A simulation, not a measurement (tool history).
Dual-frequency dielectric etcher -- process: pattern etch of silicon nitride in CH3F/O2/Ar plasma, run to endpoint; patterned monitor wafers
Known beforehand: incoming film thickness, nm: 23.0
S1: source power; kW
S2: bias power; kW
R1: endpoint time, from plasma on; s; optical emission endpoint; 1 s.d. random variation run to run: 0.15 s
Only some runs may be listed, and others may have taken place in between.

run 1 hour=0.0 | S1=0.530 S2=0.070 | R1=29.457
run 2 hour=6.5 | S1=0.530 S2=0.077 | R1=28.646
run 3 hour=9.4 | S1=0.500 S2=0.072 | R1=30.389
run 4 hour=12.5 | S1=0.530 S2=0.072 | R1=29.445
run 5 hour=16.4 | S1=0.610 S2=0.072 | R1=27.065
run 6 hour=22.2 | S1=0.640 S2=0.072 | R1=26.250
run 7 hour=28.9 | S1=0.600 S2=0.069 | R1=27.792
run 8 hour=35.2 | S1=0.500 S2=0.055 | R1=34.243
run 9 hour=41.1 | S1=0.480 S2=0.055 | R1=35.051
run 10 hour=47.6 | S1=0.460 S2=0.055 | R1=35.915
run 11 hour=52.8 | S1=0.450 S2=0.055 | R1=36.717
run 12 hour=53.4 | S1=0.440 S2=0.055 | R1=37.494

Run 13 comes next. What will it give?
run 13 hour=61.0 | S1=0.430 S2=0.055 | R1=?

R1: 37.761 s
